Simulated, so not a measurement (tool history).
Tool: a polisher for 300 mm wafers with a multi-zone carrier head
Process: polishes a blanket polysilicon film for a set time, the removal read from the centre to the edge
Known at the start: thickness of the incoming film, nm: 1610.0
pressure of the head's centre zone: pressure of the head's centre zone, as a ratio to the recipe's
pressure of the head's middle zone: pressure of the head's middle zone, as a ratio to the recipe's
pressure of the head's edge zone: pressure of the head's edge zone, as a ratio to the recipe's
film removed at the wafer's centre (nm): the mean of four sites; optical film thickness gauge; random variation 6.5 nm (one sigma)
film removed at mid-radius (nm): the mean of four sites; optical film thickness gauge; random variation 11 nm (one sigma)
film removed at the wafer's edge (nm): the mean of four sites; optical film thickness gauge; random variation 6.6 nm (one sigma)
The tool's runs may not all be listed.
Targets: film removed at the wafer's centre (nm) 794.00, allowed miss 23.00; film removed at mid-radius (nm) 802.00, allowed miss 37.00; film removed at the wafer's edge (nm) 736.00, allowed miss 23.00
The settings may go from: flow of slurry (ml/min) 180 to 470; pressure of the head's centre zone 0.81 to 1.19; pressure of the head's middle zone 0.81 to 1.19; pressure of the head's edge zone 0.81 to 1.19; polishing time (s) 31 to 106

run	hour	flow of slurry (ml/min)	pressure of the head's centre zone	pressure of the head's middle zone	pressure of the head's edge zone	polishing time (s)	film removed at the wafer's centre (nm)	film removed at mid-radius (nm)	film removed at the wafer's edge (nm)
1	0.0	300	1.00	1.00	1.00	68	604.97	594.68	605.25
2	1.8	310	1.04	1.06	1.03	71	652.70	652.15	647.16
3	3.4	375	1.04	1.06	1.03	71	660.64	674.21	649.88
4	7.1	380	1.08	1.09	1.05	73	705.47	697.37	671.84
5	15.4	385	1.09	1.12	1.06	75	732.60	737.43	683.48
6	17.3	385	1.09	1.17	1.06	75	735.64	762.13	680.26
7	18.0	385	1.10	1.17	1.08	76	747.79	782.64	719.14
8	25.9	385	1.12	1.18	1.08	76	763.59	785.98	707.53
9	31.6	385	1.13	1.18	1.09	76	769.87	781.75	715.13

Which of these 4 next moves meets every target?
A	37.3	400	1.11	1.16	1.08	79	?	?	?
B	37.3	365	1.10	1.14	1.16	82	?	?	?
C	37.3	395	1.04	1.15	1.10	79	?	?	?
D	37.3	265	1.06	1.19	1.08	80	?	?	?

move	film removed at the wafer's centre (nm)	film removed at mid-radius (nm)	film removed at the wafer's edge (nm)
A	783.91	810.02	728.55
B	800.13	822.30	780.12
C	735.48	803.51	734.87
D	727.81	806.98	715.87
A: meets every target
B: brings the result that was furthest off to its target, and leaves another outside
C: further off than the last run
D: further off than the last run
Move A is the one to make.
